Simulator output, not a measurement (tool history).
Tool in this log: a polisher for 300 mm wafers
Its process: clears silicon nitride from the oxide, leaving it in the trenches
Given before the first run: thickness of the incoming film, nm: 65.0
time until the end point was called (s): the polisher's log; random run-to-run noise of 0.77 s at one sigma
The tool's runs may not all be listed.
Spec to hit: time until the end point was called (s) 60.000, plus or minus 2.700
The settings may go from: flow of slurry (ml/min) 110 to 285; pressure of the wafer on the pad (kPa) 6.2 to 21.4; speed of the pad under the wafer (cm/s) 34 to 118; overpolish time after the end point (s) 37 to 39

run  hour  flow of slurry (ml/min)  pressure of the wafer on the pad (kPa)  speed of the pad under the wafer (cm/s)  overpolish time after the end point (s)  time until the end point was called (s)
  1   0.0                      180                                    13.8                                       76                                       37                                  115.820
  2   2.3                      180                                    13.8                                       94                                       37                                   93.291
  3   6.2                      220                                    13.8                                       94                                       37                                   89.450
  4   8.5                      220                                    14.5                                       94                                       37                                   87.348
  5  14.1                      255                                    14.5                                       94                                       37                                   82.071
  6  22.5                      255                                    15.2                                       94                                       37                                   79.592
  7  30.8                      255                                    15.9                                       94                                       37                                   76.506
  8  32.0                      255                                    16.5                                       94                                       37                                   73.763
  9  40.4                      255                                    17.2                                       94                                       37                                   71.819

Below are 5 possible settings for the next run. Only one of them brings all results inside the allowed miss of their targets. Which is it?
  A  48.8                      210                                    18.6                                       94                                       38                                        ?
  B  48.8                      285                                    21.4                                      104                                       39                                        ?
  C  48.8                      275                                    17.9                                       98                                       37                                        ?
  D  48.8                      265                                    17.2                                      110                                       37                                        ?
  E  48.8                      265                                    17.2                                       98                                       39                                        ?

move  time until the end point was called (s)
   A                                   67.147
   B                                   51.370
   C                                   64.892
   D                                   60.447
   E                                   67.676
A: nearer than the last run, and not there yet
B: takes the biggest miss from the last run beyond its target
C: nearer than the last run, and not there yet
D: all results in spec
E: nearer than the last run, and not there yet
D meets every target.
